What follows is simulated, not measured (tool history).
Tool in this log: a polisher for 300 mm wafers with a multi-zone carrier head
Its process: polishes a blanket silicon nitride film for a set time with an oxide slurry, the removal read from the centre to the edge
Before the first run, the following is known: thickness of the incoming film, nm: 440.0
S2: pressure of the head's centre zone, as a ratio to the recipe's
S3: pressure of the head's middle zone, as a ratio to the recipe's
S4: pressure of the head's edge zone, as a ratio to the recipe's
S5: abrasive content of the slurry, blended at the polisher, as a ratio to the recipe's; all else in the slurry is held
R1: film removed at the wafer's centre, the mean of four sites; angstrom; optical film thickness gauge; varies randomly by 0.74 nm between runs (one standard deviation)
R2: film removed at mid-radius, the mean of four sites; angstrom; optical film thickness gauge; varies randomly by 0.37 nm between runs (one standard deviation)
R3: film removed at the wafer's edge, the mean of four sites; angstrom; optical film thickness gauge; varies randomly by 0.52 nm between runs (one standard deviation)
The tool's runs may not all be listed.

{"run": 1, "hour": 0.0, "flow of slurry (ml/min)": 215, "S2": 1.0, "S3": 1.0, "S4": 1.0, "S5": 1.0, "polishing time (s)": 36, "R1": 331.36, "R2": 326.05, "R3": 313.56}
{"run": 2, "hour": 2.6, "flow of slurry (ml/min)": 235, "S2": 1.06, "S3": 1.03, "S4": 1.04, "S5": 1.15, "polishing time (s)": 37, "R1": 389.54, "R2": 372.67, "R3": 356.17}
{"run": 3, "hour": 9.6, "flow of slurry (ml/min)": 235, "S2": 1.06, "S3": 1.03, "S4": 1.04, "S5": 1.15, "polishing time (s)": 42, "R1": 453.35, "R2": 424.37, "R3": 404.84}
{"run": 4, "hour": 11.8, "flow of slurry (ml/min)": 250, "S2": 1.1, "S3": 1.05, "S4": 1.06, "S5": 1.25, "polishing time (s)": 42, "R1": 479.3, "R2": 450.8, "R3": 425.14}
{"run": 5, "hour": 14.7, "flow of slurry (ml/min)": 250, "S2": 1.1, "S3": 1.05, "S4": 0.97, "S5": 1.25, "polishing time (s)": 42, "R1": 477.55, "R2": 447.17, "R3": 402.55}
{"run": 6, "hour": 16.9, "flow of slurry (ml/min)": 250, "S2": 1.1, "S3": 1.05, "S4": 0.97, "S5": 1.25, "polishing time (s)": 35, "R1": 401.91, "R2": 374.68, "R3": 341.48}
{"run": 7, "hour": 22.1, "flow of slurry (ml/min)": 260, "S2": 1.13, "S3": 1.06, "S4": 1.0, "S5": 1.35, "polishing time (s)": 37, "R1": 457.87, "R2": 412.33, "R3": 376.42}
{"run": 8, "hour": 25.6, "flow of slurry (ml/min)": 270, "S2": 1.15, "S3": 1.07, "S4": 1.04, "S5": 1.4, "polishing time (s)": 39, "R1": 495.78, "R2": 443.86, "R3": 416.43}
{"run": 9, "hour": 27.8, "flow of slurry (ml/min)": 275, "S2": 1.16, "S3": 1.08, "S4": 1.04, "S5": 1.45, "polishing time (s)": 40, "R1": 523.37, "R2": 469.12, "R3": 429.99}
{"run": 10, "hour": 34.0, "flow of slurry (ml/min)": 280, "S2": 1.17, "S3": 1.08, "S4": 1.05, "S5": 1.45, "polishing time (s)": 41, "R1": 545.51, "R2": 479.34, "R3": 437.96}

What will run 11 give?
{"run": 11, "hour": 38.9, "flow of slurry (ml/min)": 280, "S2": 1.17, "S3": 1.09, "S4": 1.07, "S5": 1.45, "polishing time (s)": 42, "R1": "?", "R2": "?", "R3": "?"}

{"run 11": {"R1": 560.91, "R2": 496.75, "R3": 454.95}}
